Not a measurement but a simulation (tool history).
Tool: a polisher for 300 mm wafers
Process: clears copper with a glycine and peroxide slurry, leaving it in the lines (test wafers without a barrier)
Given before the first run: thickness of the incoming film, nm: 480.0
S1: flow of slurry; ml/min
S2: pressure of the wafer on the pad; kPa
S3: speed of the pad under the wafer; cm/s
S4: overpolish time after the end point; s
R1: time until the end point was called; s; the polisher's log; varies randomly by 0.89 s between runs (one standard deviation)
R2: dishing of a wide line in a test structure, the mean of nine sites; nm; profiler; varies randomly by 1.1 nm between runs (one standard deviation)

Run 1, hour 0.0: S1 300 ml/min, S2 16.5 kPa, S3 84 cm/s, S4 19 s. Result: R1 111.68 s, R2 50.141 nm.
Run 2, hour 8.9: S1 300 ml/min, S2 12.4 kPa, S3 84 cm/s, S4 19 s. Result: R1 133.33 s, R2 42.989 nm.
Run 3, hour 10.7: S1 300 ml/min, S2 13.8 kPa, S3 84 cm/s, S4 18 s. Result: R1 125.09 s, R2 43.558 nm.
Run 4, hour 12.3: S1 300 ml/min, S2 15.2 kPa, S3 84 cm/s, S4 17 s. Result: R1 116.81 s, R2 44.317 nm.
Run 5, hour 21.0: S1 300 ml/min, S2 15.2 kPa, S3 84 cm/s, S4 22 s. Result: R1 116.73 s, R2 54.591 nm.
Run 6, hour 28.8: S1 300 ml/min, S2 15.9 kPa, S3 84 cm/s, S4 21 s. Result: R1 113.86 s, R2 51.809 nm.

What does the tool deliver on the next run?
Run 7, hour 34.5: S1 300 ml/min, S2 16.5 kPa, S3 84 cm/s, S4 20 s. Result: R1 ?, R2 ?.

{"run 7": {"R1": 108.63, "R2": 54.196}}

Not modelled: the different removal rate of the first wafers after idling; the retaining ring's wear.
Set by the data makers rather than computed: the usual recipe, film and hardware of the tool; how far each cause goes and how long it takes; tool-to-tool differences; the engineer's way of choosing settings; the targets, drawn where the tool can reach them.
